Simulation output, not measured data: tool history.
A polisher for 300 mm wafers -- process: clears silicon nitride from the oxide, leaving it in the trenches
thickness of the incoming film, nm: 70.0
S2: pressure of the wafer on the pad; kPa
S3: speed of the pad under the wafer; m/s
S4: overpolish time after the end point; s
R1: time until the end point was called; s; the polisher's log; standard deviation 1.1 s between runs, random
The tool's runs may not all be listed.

{"run": 1, "hour": 0.0, "flow of slurry (ml/min)": 305, "S2": 15.9, "S3": 0.88, "S4": 14, "R1": 98.953}
{"run": 2, "hour": 8.7, "flow of slurry (ml/min)": 305, "S2": 18.6, "S3": 0.88, "S4": 14, "R1": 87.301}
{"run": 3, "hour": 12.7, "flow of slurry (ml/min)": 305, "S2": 19.3, "S3": 0.9, "S4": 14, "R1": 85.481}
{"run": 4, "hour": 21.4, "flow of slurry (ml/min)": 305, "S2": 19.3, "S3": 0.7, "S4": 14, "R1": 106.2}
{"run": 5, "hour": 28.8, "flow of slurry (ml/min)": 305, "S2": 17.2, "S3": 0.7, "S4": 14, "R1": 118.19}
{"run": 6, "hour": 34.6, "flow of slurry (ml/min)": 305, "S2": 18.6, "S3": 0.74, "S4": 14, "R1": 107.52}
{"run": 7, "hour": 39.0, "flow of slurry (ml/min)": 305, "S2": 19.3, "S3": 0.78, "S4": 14, "R1": 94.212}
{"run": 8, "hour": 43.3, "flow of slurry (ml/min)": 305, "S2": 20.0, "S3": 0.8, "S4": 14, "R1": 91.683}
{"run": 9, "hour": 43.9, "flow of slurry (ml/min)": 305, "S2": 20.7, "S3": 0.82, "S4": 14, "R1": 87.126}
{"run": 10, "hour": 45.9, "flow of slurry (ml/min)": 305, "S2": 21.4, "S3": 0.84, "S4": 14, "R1": 83.357}

The next listed run, before its measurement:
{"run": 11, "hour": 51.3, "flow of slurry (ml/min)": 305, "S2": 22.1, "S3": 0.86, "S4": 14, "R1": "?"}

{"run 11": {"R1": 76.981}}
